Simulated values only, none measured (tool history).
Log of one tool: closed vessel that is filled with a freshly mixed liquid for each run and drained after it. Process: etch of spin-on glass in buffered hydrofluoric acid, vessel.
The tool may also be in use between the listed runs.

run  hour  temperature setpoint of the liquid (K)  parts of 40 % ammonium fluoride to one part of 49 % hydrofluoric acid (parts by volume)  time in the liquid (s)  thickness taken off the spin-on glass on a monitor wafer (Å)
  1   0.0                                  297.15                                                                                     23.5                      95                                                        1878.6
  2   2.8                                  300.65                                                                                     23.5                      95                                                        2286.2
  3  10.7                                  298.15                                                                                     23.5                      95                                                        1997.0
  4  15.0                                  301.65                                                                                     23.5                      95                                                        2415.9
  5  19.8                                  301.65                                                                                     16.5                      95                                                        3371.9
  6  22.9                                  303.15                                                                                     16.5                      95                                                        3602.1
  7  24.9                                  299.15                                                                                     18.5                      95                                                        2624.4

The next listed run, before its measurement:
  8  27.0                                  296.15                                                                                     20.0                      95                                                             ?

Run 8 gave thickness taken off the spin-on glass on a monitor wafer (Å) 2057.0.

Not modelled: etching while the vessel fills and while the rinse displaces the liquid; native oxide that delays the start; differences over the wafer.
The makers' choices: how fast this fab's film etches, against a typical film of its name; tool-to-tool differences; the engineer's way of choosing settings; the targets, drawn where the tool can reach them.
